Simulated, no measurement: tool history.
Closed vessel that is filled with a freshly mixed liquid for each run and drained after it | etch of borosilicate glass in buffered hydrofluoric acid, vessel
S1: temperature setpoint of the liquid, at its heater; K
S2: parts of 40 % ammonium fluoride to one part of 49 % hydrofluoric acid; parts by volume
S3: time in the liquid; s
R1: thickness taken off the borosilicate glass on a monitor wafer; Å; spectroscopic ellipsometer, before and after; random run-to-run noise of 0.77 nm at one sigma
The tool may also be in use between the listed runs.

run,day,S1,S2,S3,R1
1,0,297.15,12.5,105,1014
2,0.288,297.15,14.5,105,874.26
3,0.45,297.15,11.5,105,1092.4
4,0.638,297.15,11.5,105,1101.1
5,1.004,297.15,11.5,115,1196.5
6,1.058,297.15,11.5,105,1085.1
7,1.083,298.65,11.5,105,1173
8,1.296,299.65,11.5,105,1251.4

Forecast run 9:
9,1.521,300.15,11.5,105,?

R1: 1291.8 Å
